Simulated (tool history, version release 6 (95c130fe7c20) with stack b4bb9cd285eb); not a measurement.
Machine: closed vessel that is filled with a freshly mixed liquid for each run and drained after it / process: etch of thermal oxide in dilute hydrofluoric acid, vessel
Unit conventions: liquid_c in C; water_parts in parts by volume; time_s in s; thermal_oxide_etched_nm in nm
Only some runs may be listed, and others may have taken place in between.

Run 1, hour 0.0: liquid_c 24.0 C, water_parts 100 parts by volume, time_s 985 s. Result: thermal_oxide_etched_nm 40.023 nm.
Run 2, hour 4.4: liquid_c 25.0 C, water_parts 90 parts by volume, time_s 985 s. Result: thermal_oxide_etched_nm 46.825 nm.
Run 3, hour 6.8: liquid_c 26.0 C, water_parts 85 parts by volume, time_s 985 s. Result: thermal_oxide_etched_nm 52.262 nm.
Run 4, hour 7.4: liquid_c 26.0 C, water_parts 105 parts by volume, time_s 985 s. Result: thermal_oxide_etched_nm 41.449 nm.
Run 5, hour 11.8: liquid_c 27.0 C, water_parts 95 parts by volume, time_s 985 s. Result: thermal_oxide_etched_nm 48.159 nm.
At hour 17.0: hydrofluoric acid flow meter replaced.
Run 6, hour 17.0: liquid_c 27.5 C, water_parts 90 parts by volume, time_s 985 s. Result: thermal_oxide_etched_nm 57.959 nm.
Run 7, hour 19.7: liquid_c 31.5 C, water_parts 65 parts by volume, time_s 985 s. Result: thermal_oxide_etched_nm 95.185 nm.

Estimate the outcome of run 8 from the log above:
Run 8, hour 22.2: liquid_c 32.0 C, water_parts 60 parts by volume, time_s 985 s. Result: thermal_oxide_etched_nm ?.

Logged for run 8: thermal_oxide_etched_nm 107.180 nm.

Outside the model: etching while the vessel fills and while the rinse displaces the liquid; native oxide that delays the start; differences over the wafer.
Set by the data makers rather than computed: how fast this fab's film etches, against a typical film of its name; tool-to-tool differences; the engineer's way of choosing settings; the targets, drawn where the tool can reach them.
